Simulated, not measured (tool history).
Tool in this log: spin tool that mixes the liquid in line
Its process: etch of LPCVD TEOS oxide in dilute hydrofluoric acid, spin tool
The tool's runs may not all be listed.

| run | hour | temperature setpoint of the liquid (K) | parts of water to one part of 49 % hydrofluoric acid (parts by volume) | time under the liquid (s) | thickness taken off the LPCVD TEOS oxide on a monitor wafer (nm) |
|---|---|---|---|---|---|
| 1 | 0.0 | 293.15 | 70 | 60 | 22.693 |
| 2 | 6.7 | 295.15 | 55 | 60 | 31.761 |
| 3 | 9.2 | 296.65 | 45 | 60 | 42.025 |
| 4 | 13.9 | 297.65 | 40 | 60 | 49.442 |
| 5 | 17.3 | 300.15 | 40 | 60 | 54.668 |
| 6 | 23.2 | 300.15 | 20 | 60 | 112.360 |
| 7 | 26.1 | 297.65 | 20 | 60 | 101.730 |
| 8 | 34.2 | 296.15 | 25 | 60 | 76.301 |
| 9 | 38.2 | 295.15 | 25 | 60 | 72.954 |
| 10 | 47.0 | 294.15 | 25 | 60 | 69.550 |
| 11 | 55.8 | 294.15 | 25 | 60 | 69.503 |

Run 12 comes next. What will it give?
| 12 | 59.3 | 293.65 | 25 | 60 | ? |

Run 12 gave thickness taken off the LPCVD TEOS oxide on a monitor wafer (nm) 68.284.
